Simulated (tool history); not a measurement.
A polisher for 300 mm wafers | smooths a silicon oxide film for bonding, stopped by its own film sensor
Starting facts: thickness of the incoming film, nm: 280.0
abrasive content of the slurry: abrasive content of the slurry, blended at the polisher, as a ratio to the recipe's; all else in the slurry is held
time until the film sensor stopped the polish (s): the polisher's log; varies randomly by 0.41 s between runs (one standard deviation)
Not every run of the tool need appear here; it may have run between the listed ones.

| run | day | flow of slurry (ml/min) | pressure of the wafer on the pad (kPa) | speed of the pad under the wafer (cm/s) | abrasive content of the slurry | target thickness at which the film sensor stops the polish (nm) | time until the film sensor stopped the polish (s) |
|---|---|---|---|---|---|---|---|
| 1 | 0.000 | 310 | 17.9 | 106 | 1.0 | 230 | 40.811 |
| 2 | 0.204 | 310 | 15.2 | 106 | 1.0 | 230 | 47.276 |
| 3 | 0.350 | 310 | 15.2 | 106 | 1.0 | 228 | 50.071 |
| 4 | 0.529 | 310 | 19.3 | 106 | 1.0 | 228 | 41.088 |
| 5 | 0.612 | 375 | 19.3 | 106 | 1.0 | 228 | 39.701 |
| 6 | 0.892 | 375 | 20.7 | 106 | 1.0 | 228 | 37.313 |
| 7 | 1.054 | 375 | 22.1 | 106 | 1.0 | 228 | 35.382 |

Run 8 has not been measured yet. What should we expect?
| 8 | 1.196 | 375 | 22.8 | 106 | 1.0 | 228 | ? |

time until the film sensor stopped the polish (s): 34.008
